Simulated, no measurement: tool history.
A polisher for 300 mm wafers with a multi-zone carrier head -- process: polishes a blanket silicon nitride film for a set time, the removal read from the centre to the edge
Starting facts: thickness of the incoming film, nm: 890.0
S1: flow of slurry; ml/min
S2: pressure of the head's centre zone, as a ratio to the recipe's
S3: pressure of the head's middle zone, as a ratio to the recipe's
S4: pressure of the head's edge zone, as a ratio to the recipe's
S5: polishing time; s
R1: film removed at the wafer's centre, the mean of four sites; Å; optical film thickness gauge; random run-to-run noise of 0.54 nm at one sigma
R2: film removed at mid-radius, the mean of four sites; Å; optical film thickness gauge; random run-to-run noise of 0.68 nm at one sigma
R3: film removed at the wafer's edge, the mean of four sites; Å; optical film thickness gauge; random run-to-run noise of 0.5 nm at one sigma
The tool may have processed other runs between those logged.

{"run": 1, "hour": 0.0, "S1": 295, "S2": 1, "S3": 1, "S4": 1, "S5": 52, "R1": 899.78, "R2": 905.26, "R3": 912.26}
{"run": 2, "hour": 5.9, "S1": 285, "S2": 0.96, "S3": 0.96, "S4": 1, "S5": 48, "R1": 808.01, "R2": 809.63, "R3": 835.33}
{"run": 3, "hour": 10.7, "S1": 285, "S2": 0.96, "S3": 0.96, "S4": 1.07, "S5": 48, "R1": 806.45, "R2": 819.63, "R3": 877.02}
{"run": 4, "hour": 15.9, "S1": 285, "S2": 0.96, "S3": 0.96, "S4": 1.07, "S5": 60, "R1": 980.29, "R2": 1022.1, "R3": 1072.9}
{"run": 5, "hour": 16.5, "S1": 275, "S2": 0.93, "S3": 0.93, "S4": 1.08, "S5": 53, "R1": 860.29, "R2": 891.23, "R3": 959.21}
{"run": 6, "hour": 22.9, "S1": 275, "S2": 0.93, "S3": 0.93, "S4": 1.12, "S5": 53, "R1": 855.46, "R2": 867.39, "R3": 990.49}
{"run": 7, "hour": 24.2, "S1": 270, "S2": 0.91, "S3": 0.92, "S4": 1.12, "S5": 47, "R1": 737.01, "R2": 753.57, "R3": 870.27}
{"run": 8, "hour": 28.2, "S1": 230, "S2": 0.81, "S3": 0.82, "S4": 1.02, "S5": 33, "R1": 453.43, "R2": 481.69, "R3": 586.34}
{"run": 9, "hour": 36.4, "S1": 245, "S2": 0.82, "S3": 0.83, "S4": 1.03, "S5": 33, "R1": 460.97, "R2": 489.12, "R3": 585.44}
{"run": 10, "hour": 43.9, "S1": 245, "S2": 0.83, "S3": 0.84, "S4": 1.04, "S5": 33, "R1": 467.13, "R2": 494.05, "R3": 584.68}
{"run": 11, "hour": 48.0, "S1": 245, "S2": 0.84, "S3": 0.84, "S4": 1.05, "S5": 33, "R1": 470.39, "R2": 498.09, "R3": 589.62}
{"run": 12, "hour": 55.0, "S1": 250, "S2": 0.85, "S3": 0.84, "S4": 1.06, "S5": 33, "R1": 472.62, "R2": 492.02, "R3": 595.81}
{"run": 13, "hour": 60.3, "S1": 250, "S2": 0.86, "S3": 0.85, "S4": 1.07, "S5": 33, "R1": 479.8, "R2": 506.41, "R3": 586.84}
{"run": 14, "hour": 68.8, "S1": 275, "S2": 0.86, "S3": 0.82, "S4": 1.13, "S5": 35, "R1": 516.39, "R2": 529.26, "R3": 643.39}
{"run": 15, "hour": 75.5, "S1": 270, "S2": 0.86, "S3": 0.82, "S4": 1.12, "S5": 35, "R1": 520.31, "R2": 522.57, "R3": 640.19}

Predict the results of run 16:
{"run": 16, "hour": 81.5, "S1": 265, "S2": 0.86, "S3": 0.82, "S4": 1.11, "S5": 35, "R1": "?", "R2": "?", "R3": "?"}

{"run 16": {"R1": 523.2, "R2": 518.44, "R3": 644.73}}

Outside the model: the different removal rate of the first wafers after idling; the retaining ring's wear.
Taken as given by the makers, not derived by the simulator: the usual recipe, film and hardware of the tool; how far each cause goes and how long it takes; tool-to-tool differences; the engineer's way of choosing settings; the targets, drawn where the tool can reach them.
